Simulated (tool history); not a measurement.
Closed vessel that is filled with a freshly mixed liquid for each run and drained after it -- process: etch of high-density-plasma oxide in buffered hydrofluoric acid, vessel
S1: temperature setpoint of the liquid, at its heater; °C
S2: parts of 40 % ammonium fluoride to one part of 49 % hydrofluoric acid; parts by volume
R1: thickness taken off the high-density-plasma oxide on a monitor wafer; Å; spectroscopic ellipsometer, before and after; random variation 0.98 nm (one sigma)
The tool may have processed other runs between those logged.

run 1 day=0 | S1=24 S2=9 time_in_the_liquid_(s)=100 | R1=1287.7
run 2 day=0.188 | S1=27 S2=9 time_in_the_liquid_(s)=100 | R1=1518.5
run 3 day=0.562 | S1=23.5 S2=9 time_in_the_liquid_(s)=100 | R1=1236.1
run 4 day=0.892 | S1=23.5 S2=10.5 time_in_the_liquid_(s)=100 | R1=1112.8
run 5 day=1.15 | S1=23.5 S2=10.5 time_in_the_liquid_(s)=110 | R1=1220.2
run 6 day=1.35 | S1=24 S2=10.5 time_in_the_liquid_(s)=110 | R1=1247.4
run 7 day=1.65 | S1=24.5 S2=10.5 time_in_the_liquid_(s)=110 | R1=1288

Estimate the outcome of run 8 from the log above:
run 8 day=1.988 | S1=25 S2=10.5 time_in_the_liquid_(s)=110 | R1=?

Run 8 yielded R1 1341.1 Å.
